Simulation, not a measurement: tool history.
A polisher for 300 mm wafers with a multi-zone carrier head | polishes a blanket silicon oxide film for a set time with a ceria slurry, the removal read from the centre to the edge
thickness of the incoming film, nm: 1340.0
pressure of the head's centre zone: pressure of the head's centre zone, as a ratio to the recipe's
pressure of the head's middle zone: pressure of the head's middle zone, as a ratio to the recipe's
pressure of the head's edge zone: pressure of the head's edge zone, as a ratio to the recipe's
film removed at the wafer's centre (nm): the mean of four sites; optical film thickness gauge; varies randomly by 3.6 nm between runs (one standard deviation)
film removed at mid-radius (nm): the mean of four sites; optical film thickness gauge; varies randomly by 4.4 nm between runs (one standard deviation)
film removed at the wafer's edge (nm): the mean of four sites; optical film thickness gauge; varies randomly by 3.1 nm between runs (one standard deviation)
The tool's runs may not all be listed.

run	hour	flow of slurry (ml/min)	pressure of the head's centre zone	pressure of the head's middle zone	pressure of the head's edge zone	polishing time (s)	film removed at the wafer's centre (nm)	film removed at mid-radius (nm)	film removed at the wafer's edge (nm)
1	0.0	230	1.00	1.00	1.00	46	252.11	261.00	250.17
2	3.5	230	1.00	1.00	0.93	46	248.24	266.04	240.12
3	10.7	230	1.00	1.04	0.93	46	254.66	277.17	244.70
4	13.2	230	1.04	1.04	0.93	46	266.93	274.43	240.49
5	21.0	230	1.04	1.04	0.93	51	290.04	301.17	272.22
6	21.8	230	1.04	0.97	0.93	51	294.09	289.31	270.03
7	24.5	235	1.03	1.01	0.91	51	287.08	301.30	264.17
8	33.0	240	1.02	1.03	0.91	51	287.78	297.72	271.01
9	37.2	225	1.02	1.06	0.90	51	284.97	304.14	264.97

Estimate the outcome of run 10 from the log above:
10	41.2	230	1.01	1.09	0.89	51	?	?	?

{"run 10": {"film removed at the wafer's centre (nm)": 280.35, "film removed at mid-radius (nm)": 305.98, "film removed at the wafer's edge (nm)": 259.17}}
